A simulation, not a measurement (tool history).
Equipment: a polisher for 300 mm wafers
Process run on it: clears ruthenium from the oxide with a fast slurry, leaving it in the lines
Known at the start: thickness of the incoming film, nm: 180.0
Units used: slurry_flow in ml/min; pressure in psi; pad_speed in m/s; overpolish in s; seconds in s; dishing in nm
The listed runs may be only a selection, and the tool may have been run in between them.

run  hour  slurry_flow  pressure  pad_speed  slurry_solids  overpolish  seconds  dishing
  1     0          245       2.2       0.96              1          20   58.423   44.353
  2   4.3          245       1.9       0.88              1          15   72.166   29.106
  3  13.3          245       1.9        1.1              1          15   57.817   34.007
  4    17          210       1.6       1.16           0.85          12   69.917   23.717
  5  19.1          210       1.6       1.28           0.85          12   62.493   24.573
  6    20          210       1.6       1.28           0.75          12   67.628   24.187
  7  23.2          190       1.4       1.26           0.75          10    77.91   18.401
  8    30          175       1.3       1.34           0.65           9   84.584   15.636
  9  35.9          165       1.2        1.4           0.65           8   86.296   13.048
 10    40          160       1.1       1.44           0.65           7   90.164   11.242

Predict the results of run 11:
 11    43          155       1.1       1.46           0.65           7        ?        ?

Run 11 produced seconds 90.297 s, dishing 11.838 nm.
